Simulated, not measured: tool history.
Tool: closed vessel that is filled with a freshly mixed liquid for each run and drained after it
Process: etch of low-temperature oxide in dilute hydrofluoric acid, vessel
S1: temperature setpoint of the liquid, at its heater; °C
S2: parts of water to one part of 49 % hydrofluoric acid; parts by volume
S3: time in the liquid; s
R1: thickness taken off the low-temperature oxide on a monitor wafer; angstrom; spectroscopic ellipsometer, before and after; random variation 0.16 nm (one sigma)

run,hour,S1,S2,S3,R1
1,0,24,55,35,94.268
2,7.5,25,55,35,98.362
3,14.4,21.5,55,35,86.687
4,20.1,23.5,50,35,103.57
5,23.4,23.5,50,30,87.591
6,30.7,25,45,30,106.36
7,36.8,29,40,30,139.23
8,45.9,29.5,40,30,141.36

Forecast run 9:
# hour 50: hydrofluoric acid flow meter replaced
9,50,30,40,30,?

R1: 131.4 angstrom

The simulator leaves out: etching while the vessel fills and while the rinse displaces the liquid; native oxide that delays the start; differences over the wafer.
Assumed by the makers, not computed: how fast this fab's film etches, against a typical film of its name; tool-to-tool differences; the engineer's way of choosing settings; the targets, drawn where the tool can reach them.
